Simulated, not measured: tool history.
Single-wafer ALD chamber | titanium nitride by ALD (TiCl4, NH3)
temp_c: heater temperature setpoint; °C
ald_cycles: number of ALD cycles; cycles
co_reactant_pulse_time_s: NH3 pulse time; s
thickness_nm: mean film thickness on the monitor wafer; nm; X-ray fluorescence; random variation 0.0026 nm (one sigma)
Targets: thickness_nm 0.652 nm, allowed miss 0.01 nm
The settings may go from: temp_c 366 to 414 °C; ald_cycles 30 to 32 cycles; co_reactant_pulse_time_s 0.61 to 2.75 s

{"run": 1, "hour": 0.0, "temp_c": 390, "ald_cycles": 32, "co_reactant_pulse_time_s": 1.68, "thickness_nm": 0.72135}
{"run": 2, "hour": 3.6, "temp_c": 385, "ald_cycles": 32, "co_reactant_pulse_time_s": 1.44, "thickness_nm": 0.70673}
{"run": 3, "hour": 5.3, "temp_c": 385, "ald_cycles": 32, "co_reactant_pulse_time_s": 1.81, "thickness_nm": 0.72227}
{"run": 4, "hour": 12.9, "temp_c": 383, "ald_cycles": 32, "co_reactant_pulse_time_s": 1.6, "thickness_nm": 0.71099}
{"run": 5, "hour": 21.2, "temp_c": 372, "ald_cycles": 32, "co_reactant_pulse_time_s": 1.6, "thickness_nm": 0.70127}
{"run": 6, "hour": 25.1, "temp_c": 372, "ald_cycles": 32, "co_reactant_pulse_time_s": 2.03, "thickness_nm": 0.71431}
{"run": 7, "hour": 26.8, "temp_c": 372, "ald_cycles": 32, "co_reactant_pulse_time_s": 2.03, "thickness_nm": 0.71654}
{"run": 8, "hour": 34.4, "temp_c": 371, "ald_cycles": 32, "co_reactant_pulse_time_s": 1.82, "thickness_nm": 0.71231}
{"run": 9, "hour": 35.0, "temp_c": 370, "ald_cycles": 32, "co_reactant_pulse_time_s": 1.58, "thickness_nm": 0.69731}

Which of these 5 next moves meets every target?
{"run": "A", "hour": 35.6, "temp_c": 379, "ald_cycles": 30, "co_reactant_pulse_time_s": 2.09, "thickness_nm": "?"}
{"run": "B", "hour": 35.6, "temp_c": 372, "ald_cycles": 32, "co_reactant_pulse_time_s": 1.2, "thickness_nm": "?"}
{"run": "C", "hour": 35.6, "temp_c": 371, "ald_cycles": 30, "co_reactant_pulse_time_s": 1.57, "thickness_nm": "?"}
{"run": "D", "hour": 35.6, "temp_c": 371, "ald_cycles": 31, "co_reactant_pulse_time_s": 1.69, "thickness_nm": "?"}
{"run": "E", "hour": 35.6, "temp_c": 368, "ald_cycles": 30, "co_reactant_pulse_time_s": 1.27, "thickness_nm": "?"}

move=A thickness_nm=0.6785
move=B thickness_nm=0.67401
move=C thickness_nm=0.65524
move=D thickness_nm=0.68261
move=E thickness_nm=0.63192
A: nearer than the last run, and not there yet
B: nearer than the last run, and not there yet
C: meets every target
D: nearer than the last run, and not there yet
E: takes the result that was furthest off past its target
Move C is the one to make.

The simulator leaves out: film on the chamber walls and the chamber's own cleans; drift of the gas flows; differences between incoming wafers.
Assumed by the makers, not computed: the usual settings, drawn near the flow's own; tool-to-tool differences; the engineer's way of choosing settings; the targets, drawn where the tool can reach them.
